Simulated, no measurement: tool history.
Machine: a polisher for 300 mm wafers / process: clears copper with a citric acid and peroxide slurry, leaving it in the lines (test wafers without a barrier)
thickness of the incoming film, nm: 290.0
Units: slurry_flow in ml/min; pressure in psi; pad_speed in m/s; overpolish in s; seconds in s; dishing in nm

run	hour	slurry_flow	pressure	pad_speed	slurry_solids	overpolish	seconds	dishing
1	0	275	3.8	0.9	1	19	121.52	25.044
2	4.4	275	3.5	0.9	1	19	128.78	23.469
3	8.9	275	4.3	0.9	1	19	110.9	27.42
4	13.6	275	3.9	0.88	1	20	120.52	26.193
5	16.1	275	3.6	0.86	1	21	133.87	25.388
6	18.1	250	3.6	0.86	1	21	134.81	24.893
7	21.1	250	3.4	0.86	1	21	138.72	24.36
8	25.6	250	3.4	0.86	1	21	138.51	24.471

Run 9, settings as shown, results not yet in. Your forecast:
# hour 32.5: head pressure recalibrated
9	32.5	250	2.4	0.84	1	22	?	?

{"run 9": {"seconds": 164.89, "dishing": 21.519}}
